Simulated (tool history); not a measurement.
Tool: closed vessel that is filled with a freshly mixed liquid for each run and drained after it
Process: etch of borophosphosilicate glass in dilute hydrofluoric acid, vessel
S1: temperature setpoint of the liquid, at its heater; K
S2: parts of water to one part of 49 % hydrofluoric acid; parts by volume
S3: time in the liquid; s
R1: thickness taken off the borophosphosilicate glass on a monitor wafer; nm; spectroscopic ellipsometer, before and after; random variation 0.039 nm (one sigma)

run	hour	S1	S2	S3	R1
1	0.0	298.15	220	30	7.8074
2	1.6	296.65	220	30	7.4513
3	2.3	295.15	225	30	6.7845
4	2.8	295.15	225	30	6.9812
5	4.6	295.15	225	30	6.8163
6	6.1	294.15	225	30	6.5773

Forecast run 7:
7	8.7	293.15	225	30	?

R1: 6.4184 nm
